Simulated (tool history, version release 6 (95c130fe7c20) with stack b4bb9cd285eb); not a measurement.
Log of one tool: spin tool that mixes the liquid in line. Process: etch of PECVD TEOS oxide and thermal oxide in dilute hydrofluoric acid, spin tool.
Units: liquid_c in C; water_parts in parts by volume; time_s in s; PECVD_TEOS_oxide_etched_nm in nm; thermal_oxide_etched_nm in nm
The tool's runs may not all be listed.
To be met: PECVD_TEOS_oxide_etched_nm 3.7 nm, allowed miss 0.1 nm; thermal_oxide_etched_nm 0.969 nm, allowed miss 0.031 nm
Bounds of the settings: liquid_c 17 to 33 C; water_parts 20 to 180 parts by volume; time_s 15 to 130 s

run  hour  liquid_c  water_parts  time_s  PECVD_TEOS_oxide_etched_nm  thermal_oxide_etched_nm
  1     0        25          100      65                      13.465                   3.5356
  2   7.3        23          120      65                      10.134                   2.6466
  3   9.5      21.5          135      65                      8.3603                   2.2087
  4  14.9      18.5          135      65                      7.3975                   1.9281
  5  19.1        18          145      60                      6.1871                   1.6009
  6    24        17          145      60                      5.9431                   1.5698
  7  26.1        17          155      60                      5.4937                   1.4405
  8  32.3        17          160      55                      4.8868                   1.2717
  9  35.2        17          165      55                      4.7077                   1.2377
     39.6  -- thermometer replaced
 10  39.6        17          170      55                      4.2466                   1.1393

Which of these 4 next moves meets every target?
  A    44      17.5          180      50                           ?                        ?
  B    44      17.5          155      45                           ?                        ?
  C    44      19.5          135      35                           ?                        ?
  D    44        17          165      50                           ?                        ?

move  PECVD_TEOS_oxide_etched_nm  thermal_oxide_etched_nm
   A                      3.7472                  0.96892
   B                      4.0116                   1.0373
   C                      3.9642                    1.025
   D                      4.0636                   1.0507
A: meets every target
B: nearer than the last run, and not there yet
C: nearer than the last run, and not there yet
D: nearer than the last run, and not there yet
The right move is A.
